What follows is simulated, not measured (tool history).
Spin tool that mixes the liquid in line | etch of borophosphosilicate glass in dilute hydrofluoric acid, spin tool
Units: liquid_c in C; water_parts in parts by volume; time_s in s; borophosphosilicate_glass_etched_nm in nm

run	day	liquid_c	water_parts	time_s	borophosphosilicate_glass_etched_nm
1	0.000	22.0	85	50	31.447
2	0.346	22.0	60	50	45.630
3	0.571	22.0	60	50	45.856
4	0.812	22.0	45	50	61.674
5	1.175	22.5	45	50	63.199
6	1.342	22.5	65	50	43.082
7	1.575	23.5	60	50	49.258
8	1.679	24.5	60	50	51.418
9	2.012	25.5	60	50	53.356

Run 10 comes next. What will it give?
10	2.062	29.5	50	50	?

borophosphosilicate_glass_etched_nm: 76.038 nm
